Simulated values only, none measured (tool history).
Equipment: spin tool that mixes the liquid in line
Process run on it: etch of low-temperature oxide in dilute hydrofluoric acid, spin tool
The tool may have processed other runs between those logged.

run  hour  temperature setpoint of the liquid (K)  parts of water to one part of 49 % hydrofluoric acid (parts by volume)  time under the liquid (s)  thickness taken off the low-temperature oxide on a monitor wafer (nm)
  1   0.0                                  299.15                                                                      70                         15                                                                 4.4596
  2   2.0                                  302.65                                                                      70                         15                                                                 5.1390
  3   8.7                                  301.15                                                                      70                         15                                                                 4.9002
  4  10.2                                  301.15                                                                      85                         15                                                                 3.9150
  5  14.0                                  301.15                                                                     110                         15                                                                 2.9419
  6  21.0                                  299.15                                                                     110                         15                                                                 2.7250
  7  24.0                                  300.15                                                                     105                         15                                                                 2.9975
  8  24.5                                  301.15                                                                     100                         15                                                                 3.2664

Expected results for the next run?
  9  26.4                                  305.15                                                                      70                         15                                                                      ?

{"run 9": {"thickness taken off the low-temperature oxide on a monitor wafer (nm)": 5.6659}}

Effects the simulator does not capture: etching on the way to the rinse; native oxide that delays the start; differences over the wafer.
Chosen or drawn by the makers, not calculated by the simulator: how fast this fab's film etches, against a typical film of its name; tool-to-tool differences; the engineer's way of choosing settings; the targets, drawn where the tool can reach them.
